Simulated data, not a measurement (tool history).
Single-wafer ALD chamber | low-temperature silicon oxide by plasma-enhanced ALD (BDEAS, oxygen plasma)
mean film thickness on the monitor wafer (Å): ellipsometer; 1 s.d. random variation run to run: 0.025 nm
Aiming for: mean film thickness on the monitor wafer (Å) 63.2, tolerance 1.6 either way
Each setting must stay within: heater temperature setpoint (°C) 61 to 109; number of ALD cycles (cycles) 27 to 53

run,hour,heater temperature setpoint (°C),number of ALD cycles (cycles),mean film thickness on the monitor wafer (Å)
1,0,85,40,57.074
2,4.3,83,41,58.325
3,12.9,82,42,59.869
4,16.9,81,42,60.52
5,24.9,88,42,59.05
6,32.7,87,43,60.637
7,39,86,43,60.827
8,45,85,43,61.244
9,52.8,85,43,61.506
10,61.3,85,43,60.846
11,69.5,84,43,61.532

Which of these 4 next moves meets every target?
A,77.7,80,41,?
B,77.7,90,45,?
C,77.7,82,41,?
D,77.7,84,41,?

move,mean film thickness on the monitor wafer (Å)
A,59.135
B,62.969
C,58.782
D,58.43
A: moves away from the targets compared with the last run
B: in spec on every target
C: moves away from the targets compared with the last run
D: moves away from the targets compared with the last run
Move B is the one to make.

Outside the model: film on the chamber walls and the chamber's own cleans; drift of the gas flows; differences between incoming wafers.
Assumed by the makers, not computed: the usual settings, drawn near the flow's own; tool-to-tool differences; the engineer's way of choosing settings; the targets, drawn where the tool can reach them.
